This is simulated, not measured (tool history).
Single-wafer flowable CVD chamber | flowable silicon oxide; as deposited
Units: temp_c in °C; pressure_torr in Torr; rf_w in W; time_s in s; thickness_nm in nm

run	hour	temp_c	pressure_torr	rf_w	time_s	thickness_nm
1	0	90	0.603	1815	1053	485.54
2	7.8	90	0.603	2075	1053	498.08
3	11.8	84	0.603	2075	1053	597.73
4	19.6	84	0.603	2075	1086	616.51
5	22.6	83	0.603	2075	1086	634.19
6	27.2	83	0.692	2075	1086	725.09

Run 7 comes next. What will it give?
7	34.5	81	0.692	2075	1086	?

Run 7 produced thickness_nm 759.31 nm.
